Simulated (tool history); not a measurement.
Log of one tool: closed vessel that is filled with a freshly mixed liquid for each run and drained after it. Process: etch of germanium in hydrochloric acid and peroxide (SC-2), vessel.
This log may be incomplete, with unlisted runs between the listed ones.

run,hour,temperature setpoint of the liquid (C),parts of water to one part each of 37 % hydrochloric acid and 30 % peroxide (parts by volume),time in the liquid (s),thickness taken off the germanium on a monitor wafer (Å)
1,0,48,5.5,100,1822.7
2,6.2,48,5.5,100,1821.1
3,8.2,49.5,5.5,100,1919.4
4,16.3,49.5,5.5,100,1937
# hour 24: thermometer replaced
5,24,49.5,5.5,105,1876
6,27.6,52,5.5,105,2043.4
7,29.5,53.5,5.5,105,2140.4

Run 8 is up next; what results do you expect?
8,31.8,54,5.5,105,?

{"run 8": {"thickness taken off the germanium on a monitor wafer (Å)": 2157.6}}

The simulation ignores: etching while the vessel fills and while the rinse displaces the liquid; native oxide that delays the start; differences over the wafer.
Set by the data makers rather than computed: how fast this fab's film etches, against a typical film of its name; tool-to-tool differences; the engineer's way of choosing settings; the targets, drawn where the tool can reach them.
